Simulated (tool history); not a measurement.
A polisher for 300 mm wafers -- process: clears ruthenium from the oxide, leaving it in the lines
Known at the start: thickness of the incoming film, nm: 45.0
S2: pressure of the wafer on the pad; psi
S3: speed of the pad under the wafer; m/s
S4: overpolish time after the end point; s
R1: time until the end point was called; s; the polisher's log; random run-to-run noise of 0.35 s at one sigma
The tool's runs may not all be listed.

Run 1, hour 0: flow of slurry (ml/min) 210, S2 1.4 psi, S3 0.8 m/s, S4 15 s. Result: R1 63.493 s.
Run 2, hour 9: flow of slurry (ml/min) 210, S2 1.4 psi, S3 0.8 m/s, S4 15 s. Result: R1 63.24 s.
Run 3, hour 17.8: flow of slurry (ml/min) 210, S2 1.4 psi, S3 0.8 m/s, S4 15 s. Result: R1 63.407 s.
Run 4, hour 25.2: flow of slurry (ml/min) 210, S2 1.5 psi, S3 0.8 m/s, S4 15 s. Result: R1 58.42 s.
Run 5, hour 26.4: flow of slurry (ml/min) 255, S2 1.5 psi, S3 0.8 m/s, S4 15 s. Result: R1 59.234 s.
Run 6, hour 31.7: flow of slurry (ml/min) 255, S2 1.6 psi, S3 0.8 m/s, S4 15 s. Result: R1 56.05 s.
Run 7, hour 36.9: flow of slurry (ml/min) 255, S2 1.7 psi, S3 0.8 m/s, S4 15 s. Result: R1 52.895 s.
Run 8, hour 43.6: flow of slurry (ml/min) 255, S2 1.8 psi, S3 0.8 m/s, S4 15 s. Result: R1 49.766 s.

What will run 9 give?
Run 9, hour 46.5: flow of slurry (ml/min) 255, S2 2 psi, S3 0.84 m/s, S4 15 s. Result: R1 ?.

R1: 42.568 s

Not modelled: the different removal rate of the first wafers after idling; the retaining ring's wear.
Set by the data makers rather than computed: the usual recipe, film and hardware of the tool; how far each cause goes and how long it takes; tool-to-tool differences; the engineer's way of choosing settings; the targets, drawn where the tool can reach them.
